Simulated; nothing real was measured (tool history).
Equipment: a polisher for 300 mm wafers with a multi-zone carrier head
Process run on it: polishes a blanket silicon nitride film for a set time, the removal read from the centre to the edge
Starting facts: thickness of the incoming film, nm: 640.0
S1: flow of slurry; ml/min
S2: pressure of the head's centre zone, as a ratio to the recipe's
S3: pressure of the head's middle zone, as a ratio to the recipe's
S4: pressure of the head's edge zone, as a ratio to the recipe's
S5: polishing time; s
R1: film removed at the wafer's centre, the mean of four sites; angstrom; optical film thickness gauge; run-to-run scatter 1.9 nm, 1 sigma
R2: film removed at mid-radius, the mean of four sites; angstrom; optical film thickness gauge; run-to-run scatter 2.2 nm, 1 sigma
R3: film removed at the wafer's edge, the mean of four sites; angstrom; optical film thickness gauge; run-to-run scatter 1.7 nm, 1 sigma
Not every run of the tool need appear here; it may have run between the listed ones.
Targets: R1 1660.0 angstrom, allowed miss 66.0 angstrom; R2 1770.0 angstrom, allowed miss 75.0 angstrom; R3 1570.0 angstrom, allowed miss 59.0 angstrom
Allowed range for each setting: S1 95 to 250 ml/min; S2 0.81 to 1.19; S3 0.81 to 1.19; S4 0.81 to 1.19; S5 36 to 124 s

run,hour,S1,S2,S3,S4,S5,R1,R2,R3
1,0.0,160,1.00,1.00,1.00,79,1218.8,1180.6,1217.2
2,0.6,175,1.02,1.05,1.02,83,1297.1,1326.0,1323.5
3,5.8,185,1.06,1.09,1.02,86,1403.7,1437.6,1337.7
4,7.2,185,1.06,1.06,1.02,86,1418.1,1382.7,1360.5
5,9.8,195,1.07,1.09,1.03,89,1506.4,1476.2,1417.2
6,15.3,195,1.07,1.13,1.03,89,1478.9,1535.1,1405.8
7,23.4,200,1.07,1.15,1.04,91,1522.3,1586.8,1446.0
8,25.4,205,1.07,1.16,1.04,93,1580.1,1697.7,1486.8
9,33.8,205,1.07,1.16,1.04,93,1564.4,1657.5,1494.4
10,40.7,210,1.07,1.17,1.04,94,1609.4,1671.1,1510.4

Which one of the following 5 next-run settings gets every result inside its allowed miss? There is exactly one.
A,47.6,240,1.05,1.18,1.02,97,?,?,?
B,47.6,230,1.10,1.09,1.06,93,?,?,?
C,47.6,200,1.02,1.00,1.11,98,?,?,?
D,47.6,180,1.07,1.19,1.02,91,?,?,?
E,47.6,195,0.88,1.19,0.96,110,?,?,?

move,R1,R2,R3
A,1650.8,1749.8,1549.8
B,1649.4,1559.6,1503.8
C,1582.6,1504.7,1596.2
D,1523.3,1601.5,1419.8
E,1527.8,1956.1,1691.1
A: in spec on every target
B: moves away from the targets compared with the last run
C: moves away from the targets compared with the last run
D: moves away from the targets compared with the last run
E: takes the biggest miss from the last run beyond its target
Answer: A
